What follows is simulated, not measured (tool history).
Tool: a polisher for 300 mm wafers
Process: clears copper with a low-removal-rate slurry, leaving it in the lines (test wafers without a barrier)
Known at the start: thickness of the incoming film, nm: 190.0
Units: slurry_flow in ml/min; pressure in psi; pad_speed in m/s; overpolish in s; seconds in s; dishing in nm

Run 1, hour 0.0: slurry_flow 155 ml/min, pressure 2.5 psi, pad_speed 0.92 m/s, slurry_solids 1.0, overpolish 10 s. Result: seconds 79.633 s, dishing 20.252 nm.
Run 2, hour 4.7: slurry_flow 155 ml/min, pressure 2.4 psi, pad_speed 0.92 m/s, slurry_solids 1.0, overpolish 10 s. Result: seconds 80.616 s, dishing 19.514 nm.
Run 3, hour 9.1: slurry_flow 155 ml/min, pressure 2.4 psi, pad_speed 1.14 m/s, slurry_solids 1.0, overpolish 10 s. Result: seconds 70.873 s, dishing 22.723 nm.
Run 4, hour 10.6: slurry_flow 155 ml/min, pressure 2.2 psi, pad_speed 1.14 m/s, slurry_solids 1.0, overpolish 10 s. Result: seconds 74.674 s, dishing 21.523 nm.
Run 5, hour 14.6: slurry_flow 155 ml/min, pressure 2.0 psi, pad_speed 1.14 m/s, slurry_solids 1.0, overpolish 10 s. Result: seconds 80.052 s, dishing 20.515 nm.
Run 6, hour 16.1: slurry_flow 155 ml/min, pressure 2.0 psi, pad_speed 1.26 m/s, slurry_solids 1.0, overpolish 10 s. Result: seconds 72.731 s, dishing 21.501 nm.
Run 7, hour 24.8: slurry_flow 155 ml/min, pressure 1.8 psi, pad_speed 1.26 m/s, slurry_solids 1.0, overpolish 10 s. Result: seconds 77.724 s, dishing 20.892 nm.

The next listed run, before its measurement:
Run 8, hour 31.4: slurry_flow 155 ml/min, pressure 1.3 psi, pad_speed 1.24 m/s, slurry_solids 1.0, overpolish 8 s. Result: seconds ?, dishing ?.

{"run 8": {"seconds": 91.191, "dishing": 13.949}}
